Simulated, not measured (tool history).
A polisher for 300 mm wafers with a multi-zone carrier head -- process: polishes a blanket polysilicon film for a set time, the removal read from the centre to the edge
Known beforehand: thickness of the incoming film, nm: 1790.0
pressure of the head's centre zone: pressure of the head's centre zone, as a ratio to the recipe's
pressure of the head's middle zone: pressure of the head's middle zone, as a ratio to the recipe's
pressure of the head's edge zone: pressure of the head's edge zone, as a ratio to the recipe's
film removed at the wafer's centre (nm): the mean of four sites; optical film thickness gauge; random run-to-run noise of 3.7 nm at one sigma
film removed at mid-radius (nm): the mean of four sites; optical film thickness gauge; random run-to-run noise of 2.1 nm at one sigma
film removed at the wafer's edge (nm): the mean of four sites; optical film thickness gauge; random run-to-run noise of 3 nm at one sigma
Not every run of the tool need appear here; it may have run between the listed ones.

run	hour	flow of slurry (ml/min)	pressure of the head's centre zone	pressure of the head's middle zone	pressure of the head's edge zone	polishing time (s)	film removed at the wafer's centre (nm)	film removed at mid-radius (nm)	film removed at the wafer's edge (nm)
1	0	235	1	1	1	50	301.33	310.21	315.56
2	1.7	225	1	0.98	1	50	311.08	299.95	318.99
3	5.1	225	0.96	0.98	1	50	294.66	303.58	312.79
4	11.4	225	0.96	0.98	1.06	50	292.36	303.98	328.61
5	19.5	220	0.96	0.96	1.05	50	295.84	296.72	321.25
6	27.8	220	0.96	0.96	1.05	56	334.44	333.98	359.27
7	34.7	215	0.93	0.93	1.03	55	314.63	317.77	351.77
8	38.1	210	0.92	0.91	1	54	305.03	308.64	340.23
9	43.9	205	0.92	0.89	0.98	53	294.58	292.33	327.62
10	48.9	200	0.92	0.88	0.96	53	292.92	288.87	328.75
11	56.9	200	0.93	0.88	0.94	53	294.31	287.14	320.34
12	62.5	195	0.93	0.87	0.93	53	294.14	286.08	321.68
13	64.1	195	0.93	0.87	0.93	53	299.77	287.01	319.71
14	71.8	190	0.92	0.86	0.92	53	287.08	286.61	318.26
15	78.7	190	0.92	0.85	0.91	53	292.58	284.58	315.23

Expected results for the next run?
16	85.1	185	0.92	0.84	0.9	53	?	?	?

{"run 16": {"film removed at the wafer's centre (nm)": 294.75, "film removed at mid-radius (nm)": 280.9, "film removed at the wafer's edge (nm)": 319.05}}
